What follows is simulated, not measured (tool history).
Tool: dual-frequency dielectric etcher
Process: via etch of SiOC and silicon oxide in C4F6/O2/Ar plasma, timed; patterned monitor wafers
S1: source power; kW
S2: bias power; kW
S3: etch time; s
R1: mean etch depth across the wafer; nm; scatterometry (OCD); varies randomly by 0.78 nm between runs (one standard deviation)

Run 1, day 0: S1 0.49 kW, S2 0.131 kW, S3 106.5 s. Result: R1 125.41 nm.
Run 2, day 0.229: S1 0.49 kW, S2 0.12 kW, S3 106.5 s. Result: R1 122.31 nm.
Run 3, day 0.462: S1 0.49 kW, S2 0.13 kW, S3 106.5 s. Result: R1 126.02 nm.
Run 4, day 0.775: S1 0.48 kW, S2 0.129 kW, S3 106.5 s. Result: R1 123.26 nm.
Run 5, day 0.867: S1 0.56 kW, S2 0.129 kW, S3 106.5 s. Result: R1 129.69 nm.
Run 6, day 1.1: S1 0.54 kW, S2 0.126 kW, S3 106.5 s. Result: R1 127.62 nm.
Run 7, day 1.396: S1 0.52 kW, S2 0.123 kW, S3 106.5 s. Result: R1 124.45 nm.

The next listed run, before its measurement:
Run 8, day 1.438: S1 0.51 kW, S2 0.121 kW, S3 106.5 s. Result: R1 ?.

{"run 8": {"R1": 124.21}}

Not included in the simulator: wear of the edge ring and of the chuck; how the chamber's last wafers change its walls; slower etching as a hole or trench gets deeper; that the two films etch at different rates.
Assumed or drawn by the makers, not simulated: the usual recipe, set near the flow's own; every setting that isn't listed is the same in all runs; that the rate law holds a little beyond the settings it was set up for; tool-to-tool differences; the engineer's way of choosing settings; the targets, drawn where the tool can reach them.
